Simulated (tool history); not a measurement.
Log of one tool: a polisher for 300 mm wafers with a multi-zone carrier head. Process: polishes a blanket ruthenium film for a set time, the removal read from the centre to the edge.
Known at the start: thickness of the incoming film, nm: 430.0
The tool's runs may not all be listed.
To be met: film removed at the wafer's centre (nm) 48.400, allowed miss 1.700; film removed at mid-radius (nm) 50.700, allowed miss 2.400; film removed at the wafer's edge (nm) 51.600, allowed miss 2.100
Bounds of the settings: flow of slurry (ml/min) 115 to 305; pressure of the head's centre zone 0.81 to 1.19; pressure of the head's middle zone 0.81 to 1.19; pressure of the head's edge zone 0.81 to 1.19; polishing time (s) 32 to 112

run  hour  flow of slurry (ml/min)  pressure of the head's centre zone  pressure of the head's middle zone  pressure of the head's edge zone  polishing time (s)  film removed at the wafer's centre (nm)  film removed at mid-radius (nm)  film removed at the wafer's edge (nm)
  1   0.0                      195                                1.00                                1.00                              1.00                  72                                   95.175                           95.953                                 97.541
  2   5.7                      195                                1.00                                1.00                              0.93                  72                                   95.467                           92.484                                 93.971
  3  13.3                      185                                0.96                                1.00                              0.90                  59                                   74.344                           78.645                                 77.467
  4  15.5                      185                                0.96                                0.96                              0.90                  59                                   74.785                           73.376                                 76.838
  5  19.9                      185                                0.90                                0.96                              0.90                  59                                   70.305                           75.351                                 76.406
  6  27.0                      185                                0.90                                0.95                              0.87                  50                                   60.052                           63.686                                 62.929
  7  30.5                      160                                0.84                                0.86                              0.81                  41                                   44.307                           46.250                                 50.542
  8  33.7                      180                                0.85                                0.87                              0.81                  40                                   44.717                           47.920                                 49.670
  9  39.2                      210                                0.90                                0.87                              0.85                  42                                   50.747                           50.281                                 54.616

Which of these 5 next moves meets every target?
  A  44.7                      195                                0.85                                0.86                              0.91                  43                                        ?                                ?                                      ?
  B  44.7                      190                                0.90                                0.82                              0.87                  40                                        ?                                ?                                      ?
  C  44.7                      200                                0.89                                0.94                              0.86                  40                                        ?                                ?                                      ?
  D  44.7                      155                                0.87                                0.87                              0.82                  40                                        ?                                ?                                      ?
  E  44.7                      175                                0.86                                0.82                              0.90                  47                                        ?                                ?                                      ?

move  film removed at the wafer's centre (nm)  film removed at mid-radius (nm)  film removed at the wafer's edge (nm)
   A                                   49.030                           51.526                                 55.540
   B                                   47.988                           45.992                                 50.482
   C                                   47.950                           51.598                                 50.452
   D                                   44.469                           46.344                                 47.783
   E                                   53.067                           53.276                                 59.606
A: further off than the last run
B: brings the result that was furthest off to its target, and leaves another outside
C: meets every target
D: takes the result that was furthest off past its target
E: further off than the last run
Answer: C
